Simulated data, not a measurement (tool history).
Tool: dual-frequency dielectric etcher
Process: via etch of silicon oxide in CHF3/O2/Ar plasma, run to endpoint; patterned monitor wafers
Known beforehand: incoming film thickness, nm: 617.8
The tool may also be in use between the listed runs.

Run 1, day 0: source power (kW) 0.7, bias power (kW) 0.143. Result: endpoint time (s) 321.27.
Run 2, day 0.321: source power (kW) 0.79, bias power (kW) 0.143. Result: endpoint time (s) 304.96.
Run 3, day 0.479: source power (kW) 0.79, bias power (kW) 0.132. Result: endpoint time (s) 309.88.
Run 4, day 0.704: source power (kW) 0.81, bias power (kW) 0.133. Result: endpoint time (s) 304.
Run 5, day 0.767: source power (kW) 0.82, bias power (kW) 0.134. Result: endpoint time (s) 307.81.
Run 6, day 0.862: source power (kW) 0.84, bias power (kW) 0.136. Result: endpoint time (s) 304.58.
Run 7, day 1.179: source power (kW) 0.86, bias power (kW) 0.139. Result: endpoint time (s) 296.22.

Run 8 comes next. What will it give?
Run 8, day 1.446: source power (kW) 0.87, bias power (kW) 0.14. Result: endpoint time (s) ?.

Run 8 measured endpoint time (s) 294.95.
